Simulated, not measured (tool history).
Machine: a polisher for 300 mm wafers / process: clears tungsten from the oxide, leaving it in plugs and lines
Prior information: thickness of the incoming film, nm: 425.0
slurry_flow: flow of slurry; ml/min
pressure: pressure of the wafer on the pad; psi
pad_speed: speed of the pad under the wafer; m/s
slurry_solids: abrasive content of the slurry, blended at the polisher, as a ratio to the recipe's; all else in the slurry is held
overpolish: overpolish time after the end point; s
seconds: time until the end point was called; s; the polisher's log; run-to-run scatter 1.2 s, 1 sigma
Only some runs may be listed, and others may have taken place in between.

run,hour,slurry_flow,pressure,pad_speed,slurry_solids,overpolish,seconds
1,0,130,2.6,0.9,1,14,142.06
2,2.3,130,3,0.92,1,14,120.91
3,3.9,130,2.4,0.92,1,14,146.62
4,6.6,130,2.4,0.92,0.8,14,155.99
5,12.1,130,2.9,0.96,0.8,14,126.68
6,13.7,130,3.3,0.98,0.8,14,111.51
7,14.9,130,3.5,1.02,0.8,14,102.21

Run 8 comes next. What will it give?
8,19,130,3.7,1.04,0.8,14,?

seconds: 98.151 s
